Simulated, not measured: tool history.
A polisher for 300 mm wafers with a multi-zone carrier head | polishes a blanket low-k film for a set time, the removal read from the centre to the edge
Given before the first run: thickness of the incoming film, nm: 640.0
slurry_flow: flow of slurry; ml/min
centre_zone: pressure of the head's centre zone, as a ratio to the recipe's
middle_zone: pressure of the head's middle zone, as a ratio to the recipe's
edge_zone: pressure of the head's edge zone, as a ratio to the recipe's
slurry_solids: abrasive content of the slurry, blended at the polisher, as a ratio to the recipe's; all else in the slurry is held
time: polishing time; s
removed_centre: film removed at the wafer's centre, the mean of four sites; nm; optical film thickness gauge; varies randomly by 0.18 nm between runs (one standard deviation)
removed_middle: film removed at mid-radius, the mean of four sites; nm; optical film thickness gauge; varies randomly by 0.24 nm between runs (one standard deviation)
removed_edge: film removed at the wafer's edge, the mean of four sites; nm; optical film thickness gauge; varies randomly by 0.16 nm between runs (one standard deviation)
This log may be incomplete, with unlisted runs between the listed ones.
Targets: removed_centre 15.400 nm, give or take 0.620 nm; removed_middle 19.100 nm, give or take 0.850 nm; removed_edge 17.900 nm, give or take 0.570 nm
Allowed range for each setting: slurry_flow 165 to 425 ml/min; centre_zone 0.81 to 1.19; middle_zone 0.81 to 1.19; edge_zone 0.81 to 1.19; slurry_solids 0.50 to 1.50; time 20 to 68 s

run 1 hour=0.0 | slurry_flow=275 centre_zone=1.00 middle_zone=1.00 edge_zone=1.00 slurry_solids=1.00 time=44 | removed_centre=19.705 removed_middle=20.134 removed_edge=20.153
run 2 hour=7.1 | slurry_flow=270 centre_zone=0.95 middle_zone=1.01 edge_zone=0.97 slurry_solids=0.95 time=44 | removed_centre=18.931 removed_middle=20.049 removed_edge=19.424
run 3 hour=9.6 | slurry_flow=270 centre_zone=0.95 middle_zone=1.01 edge_zone=0.97 slurry_solids=0.95 time=49 | removed_centre=20.430 removed_middle=22.138 removed_edge=21.684
run 4 hour=15.6 | slurry_flow=260 centre_zone=0.91 middle_zone=1.02 edge_zone=0.96 slurry_solids=0.85 time=49 | removed_centre=18.690 removed_middle=21.627 removed_edge=20.777
run 5 hour=19.1 | slurry_flow=325 centre_zone=0.91 middle_zone=1.02 edge_zone=0.96 slurry_solids=0.85 time=49 | removed_centre=19.292 removed_middle=21.927 removed_edge=21.107
run 6 hour=25.1 | slurry_flow=370 centre_zone=0.91 middle_zone=1.02 edge_zone=0.96 slurry_solids=0.85 time=49 | removed_centre=19.498 removed_middle=22.554 removed_edge=21.206
run 7 hour=27.5 | slurry_flow=365 centre_zone=0.88 middle_zone=1.01 edge_zone=0.94 slurry_solids=0.75 time=49 | removed_centre=17.618 removed_middle=20.947 removed_edge=19.882
run 8 hour=35.1 | slurry_flow=365 centre_zone=0.86 middle_zone=1.00 edge_zone=0.91 slurry_solids=0.75 time=49 | removed_centre=17.565 removed_middle=20.712 removed_edge=19.632
run 9 hour=38.2 | slurry_flow=360 centre_zone=0.84 middle_zone=1.00 edge_zone=0.90 slurry_solids=0.70 time=49 | removed_centre=16.563 removed_middle=19.985 removed_edge=19.059
run 10 hour=41.4 | slurry_flow=360 centre_zone=0.84 middle_zone=1.00 edge_zone=0.90 slurry_solids=0.70 time=49 | removed_centre=16.525 removed_middle=20.223 removed_edge=18.878
run 11 hour=48.8 | slurry_flow=355 centre_zone=0.83 middle_zone=0.99 edge_zone=0.89 slurry_solids=0.70 time=49 | removed_centre=16.369 removed_middle=19.689 removed_edge=18.975
run 12 hour=56.6 | slurry_flow=350 centre_zone=0.82 middle_zone=0.99 edge_zone=0.88 slurry_solids=0.70 time=49 | removed_centre=15.847 removed_middle=20.090 removed_edge=18.445
run 13 hour=64.4 | slurry_flow=345 centre_zone=0.82 middle_zone=0.98 edge_zone=0.87 slurry_solids=0.70 time=49 | removed_centre=16.052 removed_middle=19.912 removed_edge=18.402
run 14 hour=71.1 | slurry_flow=340 centre_zone=0.82 middle_zone=0.98 edge_zone=0.87 slurry_solids=0.70 time=49 | removed_centre=16.335 removed_middle=19.645 removed_edge=18.381

Which single option among these 5 for the next run brings every result within its allowed miss of target? Just one does.
run A hour=77.8 | slurry_flow=365 centre_zone=0.85 middle_zone=1.00 edge_zone=0.87 slurry_solids=0.75 time=50 | removed_centre=? removed_middle=? removed_edge=?
run B hour=77.8 | slurry_flow=415 centre_zone=0.96 middle_zone=0.91 edge_zone=0.96 slurry_solids=0.75 time=44 | removed_centre=? removed_middle=? removed_edge=?
run C hour=77.8 | slurry_flow=320 centre_zone=0.93 middle_zone=0.85 edge_zone=1.09 slurry_solids=0.75 time=45 | removed_centre=? removed_middle=? removed_edge=?
run D hour=77.8 | slurry_flow=330 centre_zone=0.81 middle_zone=0.91 edge_zone=0.96 slurry_solids=0.65 time=51 | removed_centre=? removed_middle=? removed_edge=?
run E hour=77.8 | slurry_flow=355 centre_zone=0.85 middle_zone=1.02 edge_zone=0.95 slurry_solids=0.65 time=47 | removed_centre=? removed_middle=? removed_edge=?

move=A removed_centre=17.195 removed_middle=21.303 removed_edge=19.685
move=B removed_centre=17.289 removed_middle=17.748 removed_edge=18.289
move=C removed_centre=16.709 removed_middle=16.972 removed_edge=19.579
move=D removed_centre=15.539 removed_middle=18.985 removed_edge=19.632
move=E removed_centre=15.154 removed_middle=19.033 removed_edge=18.074
A: its largest miss is bigger than the last run's
B: its largest miss is bigger than the last run's
C: its largest miss is bigger than the last run's
D: brings the result that was furthest off to its target, and leaves another outside
E: each result inside its tolerance
Answer: E

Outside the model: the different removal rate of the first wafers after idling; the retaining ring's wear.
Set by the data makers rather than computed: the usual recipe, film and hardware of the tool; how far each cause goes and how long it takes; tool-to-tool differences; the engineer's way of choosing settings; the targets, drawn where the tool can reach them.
